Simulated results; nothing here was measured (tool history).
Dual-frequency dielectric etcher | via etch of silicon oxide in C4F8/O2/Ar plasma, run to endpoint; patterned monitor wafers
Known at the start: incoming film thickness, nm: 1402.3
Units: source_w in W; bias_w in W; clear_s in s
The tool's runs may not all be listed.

Run 1, hour 0.0: source_w 1940 W, bias_w 2477 W. Result: clear_s 262.47 s.
Run 2, hour 8.8: source_w 1940 W, bias_w 2176 W. Result: clear_s 269.55 s.
Run 3, hour 11.1: source_w 2040 W, bias_w 2242 W. Result: clear_s 263.41 s.
Run 4, hour 17.6: source_w 2130 W, bias_w 2308 W. Result: clear_s 259.40 s.
Run 5, hour 22.0: source_w 2220 W, bias_w 2398 W. Result: clear_s 253.43 s.
Run 6, hour 24.0: source_w 2290 W, bias_w 2469 W. Result: clear_s 246.99 s.
Run 7, hour 25.0: source_w 2340 W, bias_w 2511 W. Result: clear_s 240.50 s.

Forecast run 8:
Run 8, hour 32.9: source_w 2370 W, bias_w 2530 W. Result: clear_s ?.

clear_s: 239.58 s
